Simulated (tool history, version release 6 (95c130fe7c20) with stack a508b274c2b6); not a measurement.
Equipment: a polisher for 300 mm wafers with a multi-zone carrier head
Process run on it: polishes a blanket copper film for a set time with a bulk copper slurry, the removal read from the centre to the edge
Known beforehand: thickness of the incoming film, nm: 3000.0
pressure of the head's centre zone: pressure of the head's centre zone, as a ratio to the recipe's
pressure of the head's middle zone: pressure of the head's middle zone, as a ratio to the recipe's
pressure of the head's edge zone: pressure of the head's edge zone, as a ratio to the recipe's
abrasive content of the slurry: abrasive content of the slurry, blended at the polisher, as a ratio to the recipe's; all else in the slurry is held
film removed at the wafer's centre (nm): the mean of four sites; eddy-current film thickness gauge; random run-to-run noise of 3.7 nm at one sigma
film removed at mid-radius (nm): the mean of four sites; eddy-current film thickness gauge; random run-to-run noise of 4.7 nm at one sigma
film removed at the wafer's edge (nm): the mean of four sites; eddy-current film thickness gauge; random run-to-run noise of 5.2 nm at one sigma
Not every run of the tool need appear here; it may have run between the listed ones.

| run | hour | flow of slurry (ml/min) | pressure of the head's centre zone | pressure of the head's middle zone | pressure of the head's edge zone | abrasive content of the slurry | polishing time (s) | film removed at the wafer's centre (nm) | film removed at mid-radius (nm) | film removed at the wafer's edge (nm) |
|---|---|---|---|---|---|---|---|---|---|---|
| 1 | 0.0 | 215 | 1.00 | 1.00 | 1.00 | 1.00 | 39 | 416.29 | 440.43 | 430.22 |
| 2 | 0.9 | 215 | 1.00 | 1.03 | 1.00 | 1.00 | 39 | 415.36 | 437.25 | 425.49 |
| 3 | 6.2 | 205 | 0.99 | 1.02 | 0.99 | 0.95 | 39 | 414.71 | 436.26 | 420.55 |
| 4 | 12.4 | 205 | 0.99 | 1.02 | 0.99 | 0.95 | 31 | 332.05 | 351.01 | 345.83 |
| 5 | 21.0 | 225 | 0.99 | 1.02 | 0.99 | 0.95 | 31 | 334.55 | 343.61 | 337.78 |
| 6 | 29.2 | 225 | 0.99 | 1.09 | 0.99 | 0.95 | 31 | 328.12 | 371.57 | 338.02 |
| 7 | 37.7 | 220 | 1.01 | 1.08 | 1.01 | 1.05 | 31 | 337.02 | 374.52 | 342.47 |

Predict the results of run 8:
| 8 | 44.8 | 215 | 1.01 | 1.06 | 1.03 | 1.10 | 32 | ? | ? | ? |

For run 8 the tool returned film removed at the wafer's centre (nm) 354.20, film removed at mid-radius (nm) 372.99, film removed at the wafer's edge (nm) 367.91.
